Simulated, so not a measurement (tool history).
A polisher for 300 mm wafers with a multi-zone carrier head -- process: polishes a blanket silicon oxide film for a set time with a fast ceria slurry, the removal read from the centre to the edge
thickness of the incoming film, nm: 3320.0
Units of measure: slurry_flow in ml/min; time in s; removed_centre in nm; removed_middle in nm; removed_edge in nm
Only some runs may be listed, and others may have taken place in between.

run 1 hour=0.0 | slurry_flow=130 centre_zone=1.00 middle_zone=1.00 edge_zone=1.00 time=52 | removed_centre=591.79 removed_middle=600.45 removed_edge=618.50
run 2 hour=7.9 | slurry_flow=135 centre_zone=1.01 middle_zone=1.00 edge_zone=1.03 time=53 | removed_centre=608.74 removed_middle=611.16 removed_edge=655.99
run 3 hour=11.0 | slurry_flow=145 centre_zone=1.03 middle_zone=1.02 edge_zone=1.05 time=54 | removed_centre=652.68 removed_middle=655.38 removed_edge=678.64
run 4 hour=13.7 | slurry_flow=145 centre_zone=1.03 middle_zone=1.02 edge_zone=1.09 time=54 | removed_centre=659.27 removed_middle=640.95 removed_edge=692.82
run 5 hour=16.3 | slurry_flow=145 centre_zone=0.97 middle_zone=1.02 edge_zone=1.09 time=54 | removed_centre=619.59 removed_middle=645.06 removed_edge=680.69
run 6 hour=19.5 | slurry_flow=145 centre_zone=0.97 middle_zone=0.98 edge_zone=1.09 time=54 | removed_centre=620.71 removed_middle=632.86 removed_edge=683.69
run 7 hour=25.9 | slurry_flow=150 centre_zone=0.98 middle_zone=0.98 edge_zone=1.10 time=55 | removed_centre=644.41 removed_middle=654.63 removed_edge=708.81
run 8 hour=32.4 | slurry_flow=150 centre_zone=0.98 middle_zone=0.98 edge_zone=1.10 time=55 | removed_centre=636.05 removed_middle=650.80 removed_edge=699.55
run 9 hour=36.6 | slurry_flow=150 centre_zone=0.99 middle_zone=0.98 edge_zone=1.11 time=56 | removed_centre=656.86 removed_middle=665.08 removed_edge=723.33
run 10 hour=38.4 | slurry_flow=155 centre_zone=1.00 middle_zone=0.98 edge_zone=1.12 time=56 | removed_centre=680.62 removed_middle=665.31 removed_edge=728.79
run 11 hour=39.8 | slurry_flow=160 centre_zone=1.00 middle_zone=0.98 edge_zone=1.13 time=57 | removed_centre=694.79 removed_middle=680.52 removed_edge=743.40
run 12 hour=43.6 | slurry_flow=160 centre_zone=1.00 middle_zone=0.98 edge_zone=1.13 time=57 | removed_centre=689.81 removed_middle=676.32 removed_edge=755.53
run 13 hour=44.5 | slurry_flow=165 centre_zone=1.01 middle_zone=0.99 edge_zone=1.14 time=57 | removed_centre=705.37 removed_middle=692.10 removed_edge=748.93

Expected results for the next run?
run 14 hour=49.9 | slurry_flow=165 centre_zone=1.01 middle_zone=0.99 edge_zone=1.15 time=58 | removed_centre=? removed_middle=? removed_edge=?

removed_centre: 715.93 nm
removed_middle: 700.25 nm
removed_edge: 766.35 nm
